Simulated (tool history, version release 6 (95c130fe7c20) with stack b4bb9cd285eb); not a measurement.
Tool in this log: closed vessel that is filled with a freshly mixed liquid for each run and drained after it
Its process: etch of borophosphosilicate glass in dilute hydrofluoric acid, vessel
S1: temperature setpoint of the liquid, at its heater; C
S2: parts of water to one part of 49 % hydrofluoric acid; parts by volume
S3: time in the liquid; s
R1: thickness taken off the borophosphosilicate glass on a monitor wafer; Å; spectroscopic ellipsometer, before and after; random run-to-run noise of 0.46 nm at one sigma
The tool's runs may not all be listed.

| run | hour | S1 | S2 | S3 | R1 |
|---|---|---|---|---|---|
| 1 | 0.0 | 25.0 | 45 | 100 | 1140.8 |
| 2 | 1.9 | 26.0 | 45 | 100 | 1193.6 |
| 3 | 9.2 | 26.0 | 45 | 105 | 1247.2 |
| 4 | 12.0 | 26.0 | 35 | 105 | 1626.2 |
|  | 17.7 | thermometer replaced |
| 5 | 17.7 | 26.0 | 35 | 100 | 1455.1 |
| 6 | 26.4 | 29.0 | 35 | 100 | 1659.3 |
| 7 | 33.5 | 28.0 | 35 | 100 | 1587.5 |
| 8 | 40.1 | 27.0 | 35 | 100 | 1513.2 |
| 9 | 46.3 | 26.5 | 35 | 100 | 1493.2 |
| 10 | 49.8 | 26.0 | 35 | 100 | 1464.0 |

Run 11, settings as shown, results not yet in. Your forecast:
| 11 | 55.9 | 25.5 | 35 | 100 | ? |

Run 11 produced R1 1433.9 Å.

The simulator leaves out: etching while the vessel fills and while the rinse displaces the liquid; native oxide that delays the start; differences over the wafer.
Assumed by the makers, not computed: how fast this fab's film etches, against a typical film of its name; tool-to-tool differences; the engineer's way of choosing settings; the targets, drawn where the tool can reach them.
